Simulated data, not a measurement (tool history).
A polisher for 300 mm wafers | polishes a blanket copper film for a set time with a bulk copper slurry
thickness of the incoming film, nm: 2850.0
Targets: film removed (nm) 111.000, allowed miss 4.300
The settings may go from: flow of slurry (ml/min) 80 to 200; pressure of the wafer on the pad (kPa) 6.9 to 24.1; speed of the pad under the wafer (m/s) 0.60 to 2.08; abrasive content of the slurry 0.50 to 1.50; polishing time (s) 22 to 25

run	hour	flow of slurry (ml/min)	pressure of the wafer on the pad (kPa)	speed of the pad under the wafer (m/s)	abrasive content of the slurry	polishing time (s)	film removed (nm)
1	0.0	130	15.2	1.34	1.00	25	213.790
2	2.1	125	13.1	1.30	1.00	25	180.920
3	5.3	125	13.1	1.54	1.00	25	211.740
4	12.2	120	11.0	1.46	1.00	25	169.500
5	20.1	115	9.7	1.42	1.00	25	145.080
6	28.2	110	9.0	1.42	1.00	25	134.490
7	30.9	90	6.9	1.40	1.00	25	99.428
# hour 32.4: head pressure recalibrated
8	32.4	115	6.9	1.40	1.00	25	92.544
9	38.1	95	9.7	1.42	1.00	25	127.700
10	44.1	90	9.7	1.42	1.00	25	123.610

Which of these 5 next moves meets every target?
A	50.1	80	11.0	1.52	1.00	24	?
B	50.1	80	11.0	1.54	1.00	23	?
C	50.1	120	9.7	1.56	0.85	22	?
D	50.1	105	9.7	1.40	1.00	24	?
E	50.1	105	9.0	1.54	0.90	22	?

move	film removed (nm)
A	140.690
B	136.550
C	121.120
D	121.080
E	110.360
A: further off than the last run
B: further off than the last run
C: nearer than the last run, and not there yet
D: nearer than the last run, and not there yet
E: meets every target
Move E is the one to make.
